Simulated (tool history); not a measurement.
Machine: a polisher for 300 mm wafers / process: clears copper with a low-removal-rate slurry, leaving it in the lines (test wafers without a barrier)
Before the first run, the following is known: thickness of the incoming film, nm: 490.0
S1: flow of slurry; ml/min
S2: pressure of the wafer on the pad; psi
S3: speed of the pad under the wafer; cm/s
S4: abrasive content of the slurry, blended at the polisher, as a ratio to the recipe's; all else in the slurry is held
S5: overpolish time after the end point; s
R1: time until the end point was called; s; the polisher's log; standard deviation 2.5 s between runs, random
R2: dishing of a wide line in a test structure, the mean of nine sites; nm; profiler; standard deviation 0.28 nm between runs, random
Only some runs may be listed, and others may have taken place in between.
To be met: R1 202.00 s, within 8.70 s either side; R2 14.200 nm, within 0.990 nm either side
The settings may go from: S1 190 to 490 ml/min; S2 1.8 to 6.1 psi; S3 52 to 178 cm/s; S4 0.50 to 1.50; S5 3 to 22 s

run	hour	S1	S2	S3	S4	S5	R1	R2
1	0.0	315	3.9	114	1.00	11	131.98	28.060
2	2.6	315	3.5	114	1.00	10	148.14	22.389
3	11.4	315	3.5	138	1.00	10	123.54	25.920
4	19.4	315	3.1	136	1.00	10	138.35	24.633
5	26.2	315	3.1	136	1.00	13	136.43	29.968
6	27.5	315	2.9	132	1.00	12	151.11	26.679
7	35.3	315	2.7	130	1.00	11	167.80	22.618
8	40.2	315	2.1	130	1.00	6	208.92	10.275
9	45.7	315	2.1	130	1.00	7	208.75	12.537

Of the 4 settings listed for the next run, only one would bring every result within its allowed miss of target. Which one?
A	51.2	230	2.2	130	1.10	8	?	?
B	51.2	335	2.3	144	0.85	9	?	?
C	51.2	305	2.5	120	1.10	9	?	?
D	51.2	345	2.1	142	1.10	9	?	?

move	R1	R2
A	200.34	14.260
B	181.20	17.384
C	186.75	16.958
D	182.29	17.247
A: all results land within tolerance of their targets
B: the result that was furthest off in the last run now lies on the other side of its target
C: the result that was furthest off in the last run now lies on the other side of its target
D: the result that was furthest off in the last run now lies on the other side of its target
Go with A: it meets all targets.

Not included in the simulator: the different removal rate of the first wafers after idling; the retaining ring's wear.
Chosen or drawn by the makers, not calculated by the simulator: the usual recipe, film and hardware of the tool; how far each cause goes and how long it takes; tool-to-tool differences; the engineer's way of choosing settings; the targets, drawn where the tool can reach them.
